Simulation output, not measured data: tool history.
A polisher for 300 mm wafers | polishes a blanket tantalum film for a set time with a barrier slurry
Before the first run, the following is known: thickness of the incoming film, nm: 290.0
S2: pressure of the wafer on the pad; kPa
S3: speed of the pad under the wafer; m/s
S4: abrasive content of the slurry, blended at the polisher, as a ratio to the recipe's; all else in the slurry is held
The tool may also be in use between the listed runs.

run 1 hour=0 | flow_of_slurry_(ml/min)=240 S2=12.4 S3=0.82 S4=1 polishing_time_(s)=50 | film_removed_(angstrom)=670.07
run 2 hour=1.9 | flow_of_slurry_(ml/min)=210 S2=12.4 S3=0.82 S4=1 polishing_time_(s)=50 | film_removed_(angstrom)=666.41
run 3 hour=5.2 | flow_of_slurry_(ml/min)=210 S2=15.2 S3=0.82 S4=1 polishing_time_(s)=50 | film_removed_(angstrom)=814.65
run 4 hour=10.8 | flow_of_slurry_(ml/min)=210 S2=15.2 S3=0.82 S4=1 polishing_time_(s)=52 | film_removed_(angstrom)=828.42
run 5 hour=17.2 | flow_of_slurry_(ml/min)=165 S2=15.2 S3=0.82 S4=1 polishing_time_(s)=52 | film_removed_(angstrom)=813.62
run 6 hour=19 | flow_of_slurry_(ml/min)=175 S2=16.5 S3=0.82 S4=1 polishing_time_(s)=52 | film_removed_(angstrom)=898.92
run 7 hour=26.5 | flow_of_slurry_(ml/min)=185 S2=17.2 S3=0.82 S4=1 polishing_time_(s)=52 | film_removed_(angstrom)=929.85
run 8 hour=29.7 | flow_of_slurry_(ml/min)=185 S2=17.2 S3=0.82 S4=1 polishing_time_(s)=52 | film_removed_(angstrom)=943.54

Forecast run 9:
run 9 hour=31.5 | flow_of_slurry_(ml/min)=190 S2=17.9 S3=0.82 S4=1 polishing_time_(s)=52 | film_removed_(angstrom)=?

film removed (angstrom): 961.4

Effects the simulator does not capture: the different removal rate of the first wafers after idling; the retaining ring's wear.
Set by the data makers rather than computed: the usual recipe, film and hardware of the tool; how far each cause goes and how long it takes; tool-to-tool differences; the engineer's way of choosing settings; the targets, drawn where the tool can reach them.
